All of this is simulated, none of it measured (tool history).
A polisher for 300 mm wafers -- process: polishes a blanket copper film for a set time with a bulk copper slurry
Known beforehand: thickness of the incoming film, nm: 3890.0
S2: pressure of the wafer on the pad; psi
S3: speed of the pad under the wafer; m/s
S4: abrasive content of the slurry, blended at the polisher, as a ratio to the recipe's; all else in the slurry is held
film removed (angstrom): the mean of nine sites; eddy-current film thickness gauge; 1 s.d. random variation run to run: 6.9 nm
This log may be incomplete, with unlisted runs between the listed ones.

{"run": 1, "hour": 0.0, "flow of slurry (ml/min)": 225, "S2": 2.7, "S3": 1.06, "S4": 1, "polishing time (s)": 86, "film removed (angstrom)": 6814.4}
{"run": 2, "hour": 6.9, "flow of slurry (ml/min)": 225, "S2": 2.4, "S3": 1.04, "S4": 1, "polishing time (s)": 86, "film removed (angstrom)": 6224.3}
{"run": 3, "hour": 8.7, "flow of slurry (ml/min)": 225, "S2": 2.4, "S3": 1.04, "S4": 1, "polishing time (s)": 86, "film removed (angstrom)": 6359.6}
{"run": 4, "hour": 15.4, "flow of slurry (ml/min)": 225, "S2": 2.4, "S3": 1.04, "S4": 1.15, "polishing time (s)": 86, "film removed (angstrom)": 6444.1}
{"run": 5, "hour": 21.9, "flow of slurry (ml/min)": 225, "S2": 2.4, "S3": 1.2, "S4": 1.15, "polishing time (s)": 86, "film removed (angstrom)": 7396.1}
{"run": 6, "hour": 22.9, "flow of slurry (ml/min)": 225, "S2": 2.4, "S3": 1.2, "S4": 1, "polishing time (s)": 86, "film removed (angstrom)": 7494.2}

For run 7, what comes out?
{"run": 7, "hour": 25.7, "flow of slurry (ml/min)": 225, "S2": 2.1, "S3": 1.14, "S4": 1, "polishing time (s)": 86, "film removed (angstrom)": "?"}

Run 7 came out at film removed (angstrom) 6617.3.
